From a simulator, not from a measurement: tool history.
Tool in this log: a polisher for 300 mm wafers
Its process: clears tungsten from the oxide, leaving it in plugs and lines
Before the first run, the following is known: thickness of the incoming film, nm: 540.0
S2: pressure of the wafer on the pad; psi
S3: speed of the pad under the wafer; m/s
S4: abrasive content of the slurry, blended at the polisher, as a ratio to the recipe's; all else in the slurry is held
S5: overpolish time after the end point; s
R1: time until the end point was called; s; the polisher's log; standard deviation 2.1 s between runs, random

{"run": 1, "day": 0.0, "flow of slurry (ml/min)": 145, "S2": 4.2, "S3": 1.1, "S4": 1, "S5": 7, "R1": 95.976}
{"run": 2, "day": 0.317, "flow of slurry (ml/min)": 175, "S2": 4.2, "S3": 1.1, "S4": 1, "S5": 7, "R1": 91.077}
{"run": 3, "day": 0.342, "flow of slurry (ml/min)": 175, "S2": 4.2, "S3": 1.1, "S4": 1.15, "S5": 7, "R1": 91.01}
{"run": 4, "day": 0.512, "flow of slurry (ml/min)": 175, "S2": 4.2, "S3": 1.24, "S4": 1.15, "S5": 7, "R1": 80.726}
{"run": 5, "day": 0.825, "flow of slurry (ml/min)": 175, "S2": 3.9, "S3": 1.24, "S4": 1.15, "S5": 7, "R1": 85.395}
{"run": 6, "day": 1.025, "flow of slurry (ml/min)": 175, "S2": 3.6, "S3": 1.24, "S4": 1.15, "S5": 7, "R1": 91.484}
{"run": 7, "day": 1.167, "flow of slurry (ml/min)": 175, "S2": 3.4, "S3": 1.24, "S4": 1.15, "S5": 7, "R1": 96.428}

Estimate the outcome of run 8 from the log above:
{"run": 8, "day": 1.3, "flow of slurry (ml/min)": 175, "S2": 3.2, "S3": 1.24, "S4": 1.15, "S5": 7, "R1": "?"}

{"run 8": {"R1": 105.48}}
